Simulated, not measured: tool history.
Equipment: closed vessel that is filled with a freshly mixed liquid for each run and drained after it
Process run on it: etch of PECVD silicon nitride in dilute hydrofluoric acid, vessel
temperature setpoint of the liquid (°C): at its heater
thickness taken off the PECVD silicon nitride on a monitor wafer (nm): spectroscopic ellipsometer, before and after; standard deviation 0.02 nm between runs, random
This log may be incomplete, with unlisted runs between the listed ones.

run,day,temperature setpoint of the liquid (°C),parts of water to one part of 49 % hydrofluoric acid (parts by volume),time in the liquid (s),thickness taken off the PECVD silicon nitride on a monitor wafer (nm)
1,0.000,23.0,50,30,1.3418
2,0.158,21.0,50,30,1.1624
3,0.217,21.0,40,30,1.4458
4,0.258,22.5,40,30,1.6091
5,0.567,22.5,45,30,1.4465
6,0.800,24.0,45,30,1.5613
7,1.021,25.5,45,30,1.7339

What does the tool deliver on the next run?
8,1.162,26.5,45,30,?

thickness taken off the PECVD silicon nitride on a monitor wafer (nm): 1.8850
